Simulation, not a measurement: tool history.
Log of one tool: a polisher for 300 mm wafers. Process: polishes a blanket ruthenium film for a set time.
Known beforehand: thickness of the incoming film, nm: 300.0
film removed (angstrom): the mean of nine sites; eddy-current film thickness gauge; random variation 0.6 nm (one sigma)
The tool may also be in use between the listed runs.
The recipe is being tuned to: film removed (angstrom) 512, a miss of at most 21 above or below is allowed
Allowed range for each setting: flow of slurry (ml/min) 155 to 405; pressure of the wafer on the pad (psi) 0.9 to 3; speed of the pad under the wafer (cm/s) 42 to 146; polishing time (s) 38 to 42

| run | hour | flow of slurry (ml/min) | pressure of the wafer on the pad (psi) | speed of the pad under the wafer (cm/s) | polishing time (s) | film removed (angstrom) |
|---|---|---|---|---|---|---|
| 1 | 0 | 260 | 1.9 | 94 | 42 | 361.92 |
| 2 | 1.5 | 260 | 1.4 | 94 | 42 | 282.5 |
| 3 | 7.2 | 260 | 1.7 | 96 | 42 | 339.73 |
| 4 | 11.3 | 260 | 1.7 | 96 | 42 | 346.28 |
| 5 | 18.1 | 260 | 1.7 | 74 | 42 | 267.07 |
| 6 | 26.6 | 260 | 1.7 | 74 | 42 | 264.21 |
| 7 | 28 | 260 | 2.1 | 76 | 42 | 320.86 |
| 8 | 28.7 | 265 | 2.7 | 84 | 42 | 439.87 |
| 9 | 36.6 | 265 | 2.8 | 86 | 42 | 464.61 |
| 10 | 44.7 | 265 | 2.9 | 86 | 42 | 465.02 |
| 11 | 50.6 | 265 | 2.9 | 88 | 42 | 477.15 |

Which of these 5 next moves meets every target?
| A | 56.5 | 355 | 2.8 | 80 | 42 | ? |
| B | 56.5 | 305 | 3 | 82 | 39 | ? |
| C | 56.5 | 285 | 2.9 | 80 | 40 | ? |
| D | 56.5 | 285 | 3 | 94 | 40 | ? |
| E | 56.5 | 270 | 3 | 82 | 42 | ? |

| move | film removed (angstrom) |
|---|---|
| A | 445.95 |
| B | 443.78 |
| C | 429.05 |
| D | 516.12 |
| E | 472.21 |
A: the biggest miss grows against the last run
B: the biggest miss grows against the last run
C: the biggest miss grows against the last run
D: all results land within tolerance of their targets
E: the biggest miss grows against the last run
D meets every target.
